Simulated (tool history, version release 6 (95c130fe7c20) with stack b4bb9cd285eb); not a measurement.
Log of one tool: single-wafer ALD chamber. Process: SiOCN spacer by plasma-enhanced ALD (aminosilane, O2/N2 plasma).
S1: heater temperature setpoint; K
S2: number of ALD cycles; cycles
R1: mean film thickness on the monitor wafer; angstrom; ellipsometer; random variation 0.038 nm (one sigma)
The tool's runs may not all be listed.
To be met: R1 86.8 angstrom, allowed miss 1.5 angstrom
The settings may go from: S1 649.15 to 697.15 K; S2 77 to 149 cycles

{"run": 1, "hour": 0.0, "S1": 673.15, "S2": 113, "R1": 73.158}
{"run": 2, "hour": 7.4, "S1": 667.15, "S2": 113, "R1": 72.823}
{"run": 3, "hour": 14.1, "S1": 671.15, "S2": 113, "R1": 72.816}
{"run": 4, "hour": 21.7, "S1": 671.15, "S2": 101, "R1": 65.377}
{"run": 5, "hour": 28.1, "S1": 671.15, "S2": 108, "R1": 68.97}
{"run": 6, "hour": 31.9, "S1": 671.15, "S2": 113, "R1": 73.063}
{"run": 7, "hour": 38.0, "S1": 671.15, "S2": 117, "R1": 75.437}
{"run": 8, "hour": 46.7, "S1": 671.15, "S2": 120, "R1": 77.573}
{"run": 9, "hour": 52.3, "S1": 671.15, "S2": 123, "R1": 79.263}
{"run": 10, "hour": 55.3, "S1": 671.15, "S2": 125, "R1": 80.538}
{"run": 11, "hour": 56.1, "S1": 671.15, "S2": 127, "R1": 81.536}
{"run": 12, "hour": 57.6, "S1": 671.15, "S2": 129, "R1": 82.937}
{"run": 13, "hour": 59.0, "S1": 671.15, "S2": 130, "R1": 82.856}
{"run": 14, "hour": 63.8, "S1": 671.15, "S2": 131, "R1": 84.291}
{"run": 15, "hour": 70.8, "S1": 671.15, "S2": 132, "R1": 84.85}

Which of these 4 next moves meets every target?
{"run": "A", "hour": 77.8, "S1": 691.15, "S2": 141, "R1": "?"}
{"run": "B", "hour": 77.8, "S1": 679.15, "S2": 133, "R1": "?"}
{"run": "C", "hour": 77.8, "S1": 670.15, "S2": 130, "R1": "?"}
{"run": "D", "hour": 77.8, "S1": 672.15, "S2": 129, "R1": "?"}

move=A R1=85.872
move=B R1=83.968
move=C R1=83.524
move=D R1=82.881
A: meets every target
B: further off than the last run
C: further off than the last run
D: further off than the last run
Move A is the one to make.
